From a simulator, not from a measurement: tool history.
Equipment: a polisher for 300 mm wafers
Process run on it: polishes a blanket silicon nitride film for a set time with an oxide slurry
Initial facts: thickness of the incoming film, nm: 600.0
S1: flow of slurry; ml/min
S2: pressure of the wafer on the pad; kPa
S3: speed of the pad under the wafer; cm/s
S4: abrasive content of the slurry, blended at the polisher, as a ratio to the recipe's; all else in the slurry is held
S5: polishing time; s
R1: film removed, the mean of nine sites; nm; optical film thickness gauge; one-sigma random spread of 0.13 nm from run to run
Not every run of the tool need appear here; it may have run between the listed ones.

run,day,S1,S2,S3,S4,S5,R1
1,0.000,160,25.5,120,1.0,47,31.937
2,0.362,155,24.1,120,1.0,47,30.298
3,0.483,150,22.8,120,1.0,47,28.821
4,0.617,170,22.8,120,1.0,47,29.287
5,0.988,165,21.4,120,1.0,47,27.512
6,1.246,165,21.4,134,1.0,47,29.715
7,1.346,160,20.0,132,1.0,47,27.928
8,1.375,160,18.6,130,1.0,47,25.718
9,1.429,155,17.9,130,1.0,47,24.775
10,1.792,150,17.2,130,1.0,47,23.752

What does the tool deliver on the next run?
11,1.867,145,16.5,130,1.0,47,?

R1: 23.066 nm
